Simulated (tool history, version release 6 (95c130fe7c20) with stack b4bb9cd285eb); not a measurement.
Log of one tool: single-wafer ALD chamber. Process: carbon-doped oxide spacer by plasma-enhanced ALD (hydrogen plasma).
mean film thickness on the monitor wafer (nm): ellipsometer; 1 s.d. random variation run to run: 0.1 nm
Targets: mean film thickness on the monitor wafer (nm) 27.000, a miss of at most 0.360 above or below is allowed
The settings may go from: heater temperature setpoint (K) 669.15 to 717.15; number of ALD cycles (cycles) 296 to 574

| run | day | heater temperature setpoint (K) | number of ALD cycles (cycles) | mean film thickness on the monitor wafer (nm) |
|---|---|---|---|---|
| 1 | 0.000 | 693.15 | 435 | 22.405 |
| 2 | 0.188 | 693.15 | 474 | 24.347 |
| 3 | 0.521 | 693.15 | 500 | 25.735 |
| 4 | 0.904 | 690.15 | 502 | 26.062 |
| 5 | 1.154 | 687.15 | 504 | 26.056 |
| 6 | 1.467 | 687.15 | 550 | 28.541 |
| 7 | 1.600 | 687.15 | 550 | 28.655 |
| 8 | 1.892 | 689.15 | 542 | 28.135 |
| 9 | 2.054 | 691.15 | 537 | 27.867 |
| 10 | 2.408 | 691.15 | 532 | 27.491 |

Below are 5 possible settings for the next run. Only one of them brings all results inside the allowed miss of their targets. Which is it?
| A | 2.762 | 684.15 | 503 | ? |
| B | 2.762 | 694.15 | 528 | ? |
| C | 2.762 | 691.15 | 544 | ? |
| D | 2.762 | 695.15 | 547 | ? |
| E | 2.762 | 686.15 | 535 | ? |

| move | mean film thickness on the monitor wafer (nm) |
|---|---|
| A | 26.513 |
| B | 27.057 |
| C | 28.116 |
| D | 27.950 |
| E | 28.043 |
A: takes the biggest miss from the last run beyond its target
B: every result within its allowed miss
C: lands further from the targets than the last run did
D: lands further from the targets than the last run did
E: lands further from the targets than the last run did
The move that meets every target is B.

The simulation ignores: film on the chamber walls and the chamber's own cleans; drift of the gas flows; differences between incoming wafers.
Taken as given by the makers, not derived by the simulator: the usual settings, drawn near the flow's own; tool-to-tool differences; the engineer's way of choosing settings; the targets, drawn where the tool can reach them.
